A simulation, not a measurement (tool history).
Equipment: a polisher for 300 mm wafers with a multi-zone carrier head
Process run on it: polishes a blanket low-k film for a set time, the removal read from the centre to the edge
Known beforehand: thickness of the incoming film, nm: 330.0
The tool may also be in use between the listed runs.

run    day  flow of slurry (ml/min)  pressure of the head's centre zone  pressure of the head's middle zone  pressure of the head's edge zone  abrasive content of the slurry  polishing time (s)  film removed at the wafer's centre (angstrom)  film removed at mid-radius (angstrom)  film removed at the wafer's edge (angstrom)
  1  0.000                      305                                1.00                                1.00                              1.00                            1.00                  85                                         320.82                                 320.50                                       331.55
  2  0.238                      305                                0.98                                1.01                              0.98                            0.90                  84                                         290.93                                 295.27                                       302.46
  3  0.558                      305                                0.96                                1.02                              0.95                            0.85                  84                                         274.90                                 285.71                                       281.49
  4  0.892                      305                                0.96                                1.02                              0.95                            0.85                  66                                         214.16                                 223.96                                       224.22
  5  0.967                      305                                0.96                                1.02                              0.88                            0.85                  66                                         216.55                                 224.11                                       212.28
  6  1.321                      305                                0.96                                0.96                              0.88                            0.85                  66                                         213.35                                 208.77                                       216.50
  7  1.483                      310                                0.95                                0.98                              0.90                            0.85                  66                                         211.85                                 222.84                                       218.09
  8  1.771                      345                                0.91                                1.02                              0.97                            0.85                  66                                         206.22                                 226.82                                       222.93
  9  2.004                      345                                0.91                                1.04                              0.98                            0.85                  66                                         207.77                                 228.89                                       229.59
 10  2.058                      345                                0.91                                1.06                              0.98                            0.85                  66                                         201.80                                 238.94                                       228.06

What will run 11 give?
     2.146  -- worn pad replaced by a new one
 11  2.146                      345                                0.92                                1.06                              0.98                            0.85                  66                                              ?                                      ?                                            ?

film removed at the wafer's centre (angstrom): 223.36
film removed at mid-radius (angstrom): 255.43
film removed at the wafer's edge (angstrom): 245.14
